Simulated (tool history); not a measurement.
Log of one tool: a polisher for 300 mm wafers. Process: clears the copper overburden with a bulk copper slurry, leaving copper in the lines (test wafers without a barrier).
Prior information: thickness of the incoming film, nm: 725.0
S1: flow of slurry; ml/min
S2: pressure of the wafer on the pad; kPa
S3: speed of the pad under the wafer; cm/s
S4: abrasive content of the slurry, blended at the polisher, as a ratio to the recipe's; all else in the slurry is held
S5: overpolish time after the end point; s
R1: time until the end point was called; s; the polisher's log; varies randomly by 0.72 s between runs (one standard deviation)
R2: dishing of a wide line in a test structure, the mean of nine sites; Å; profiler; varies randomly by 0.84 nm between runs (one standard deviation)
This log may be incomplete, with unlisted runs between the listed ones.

| run | hour | S1 | S2 | S3 | S4 | S5 | R1 | R2 |
|---|---|---|---|---|---|---|---|---|
| 1 | 0.0 | 200 | 15.2 | 122 | 1.0 | 16 | 90.948 | 482.13 |
| 2 | 4.9 | 200 | 17.9 | 122 | 1.0 | 16 | 76.610 | 519.41 |
| 3 | 13.6 | 200 | 17.9 | 122 | 1.0 | 21 | 78.022 | 547.72 |
| 4 | 18.4 | 200 | 17.9 | 122 | 1.0 | 18 | 77.503 | 528.50 |
| 5 | 25.9 | 200 | 17.9 | 122 | 1.0 | 15 | 76.838 | 497.24 |
| 6 | 30.0 | 200 | 18.6 | 120 | 1.0 | 13 | 74.729 | 493.87 |
| 7 | 37.3 | 200 | 18.6 | 120 | 1.0 | 13 | 75.349 | 480.51 |
| 8 | 44.8 | 205 | 19.3 | 118 | 1.0 | 11 | 74.858 | 443.48 |
| 9 | 46.2 | 210 | 19.3 | 118 | 1.0 | 10 | 73.506 | 435.16 |
| 10 | 49.0 | 215 | 19.3 | 118 | 1.0 | 9 | 73.458 | 403.75 |
| 11 | 54.9 | 225 | 20.0 | 118 | 1.0 | 6 | 71.217 | 308.03 |
| 12 | 59.2 | 220 | 20.0 | 118 | 1.0 | 6 | 71.192 | 306.85 |

Predict the results of run 13:
| 13 | 62.4 | 210 | 20.0 | 118 | 1.0 | 6 | ? | ? |

Run 13 gave R1 71.332 s, R2 325.81 Å.
